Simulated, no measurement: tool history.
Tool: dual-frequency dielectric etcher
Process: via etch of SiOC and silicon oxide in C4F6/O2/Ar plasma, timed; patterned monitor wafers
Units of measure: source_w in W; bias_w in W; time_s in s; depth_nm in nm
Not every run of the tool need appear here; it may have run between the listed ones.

run,hour,source_w,bias_w,time_s,depth_nm
1,0,480,163,36.5,45.167
2,6.1,480,163,33.5,42.139
3,12.3,480,163,33.5,42.19
4,15.5,400,163,33.5,39.483
5,24.2,430,163,33.5,40.217
6,26.8,430,187,33.5,41.318
7,31.8,500,194,34,44.602
8,34.6,540,199,34,46.422
9,38.6,570,202,34,47.319

Run 10 comes next. What will it give?
10,45.3,600,205,34,?

depth_nm: 48.062 nm
